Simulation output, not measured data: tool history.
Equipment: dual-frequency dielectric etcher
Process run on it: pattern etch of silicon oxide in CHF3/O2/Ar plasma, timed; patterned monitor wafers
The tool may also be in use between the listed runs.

run	day	source power (W)	bias power (W)	etch time (s)	mean etch depth across the wafer (angstrom)
1	0	600	190	676	13772
2	0.333	640	201	680.5	14562
3	0.679	680	208	683	15101
4	0.825	710	214	685.5	15617
5	1.133	710	191	685.5	14728
6	1.496	730	201	688.5	15276
7	1.708	740	209	691	15718

Run 8, settings as shown, results not yet in. Your forecast:
8	1.942	750	215	693	?

mean etch depth across the wafer (angstrom): 16037

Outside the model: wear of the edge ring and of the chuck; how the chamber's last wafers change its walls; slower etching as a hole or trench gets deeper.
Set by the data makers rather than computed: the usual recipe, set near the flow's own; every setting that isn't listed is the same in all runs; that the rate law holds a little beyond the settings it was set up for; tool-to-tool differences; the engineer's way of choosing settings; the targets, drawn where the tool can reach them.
